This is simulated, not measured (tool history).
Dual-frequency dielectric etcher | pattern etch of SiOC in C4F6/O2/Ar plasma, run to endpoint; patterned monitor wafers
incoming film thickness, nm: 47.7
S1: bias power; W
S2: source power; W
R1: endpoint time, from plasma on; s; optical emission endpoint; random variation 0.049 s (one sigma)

run	hour	S1	S2	R1
1	0	628	360	16.93
2	7	549	360	18.437
3	9.6	611	370	17.12
4	16.5	655	380	16.183
5	21.1	683	380	15.763
# hour 22.5: bias power generator calibrated
6	22.5	705	380	15.146

The next listed run, before its measurement:
7	24.7	715	380	?

R1: 14.963 s
